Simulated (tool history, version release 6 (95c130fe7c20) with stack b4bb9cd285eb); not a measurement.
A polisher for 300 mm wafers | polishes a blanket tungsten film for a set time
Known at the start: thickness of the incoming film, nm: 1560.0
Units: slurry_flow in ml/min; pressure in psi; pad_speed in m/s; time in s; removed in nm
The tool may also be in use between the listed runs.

| run | hour | slurry_flow | pressure | pad_speed | slurry_solids | time | removed |
|---|---|---|---|---|---|---|---|
| 1 | 0.0 | 170 | 4.6 | 1.06 | 1.0 | 80 | 511.76 |
| 2 | 7.7 | 170 | 4.6 | 1.06 | 1.1 | 80 | 514.30 |
| 3 | 11.4 | 165 | 4.3 | 1.06 | 1.1 | 80 | 482.49 |
| 4 | 12.9 | 160 | 4.1 | 1.06 | 1.1 | 80 | 450.40 |
| 5 | 15.6 | 150 | 4.0 | 1.06 | 1.1 | 80 | 443.08 |
| 6 | 17.1 | 145 | 3.9 | 1.06 | 1.1 | 80 | 423.11 |
| 7 | 17.8 | 140 | 3.8 | 1.06 | 1.1 | 80 | 410.34 |
| 8 | 25.6 | 115 | 3.5 | 1.06 | 1.1 | 80 | 365.13 |
| 9 | 33.8 | 115 | 3.5 | 1.06 | 1.1 | 80 | 361.72 |

Forecast run 10:
| 10 | 40.4 | 120 | 3.5 | 1.06 | 1.1 | 80 | ? |

removed: 364.07 nm

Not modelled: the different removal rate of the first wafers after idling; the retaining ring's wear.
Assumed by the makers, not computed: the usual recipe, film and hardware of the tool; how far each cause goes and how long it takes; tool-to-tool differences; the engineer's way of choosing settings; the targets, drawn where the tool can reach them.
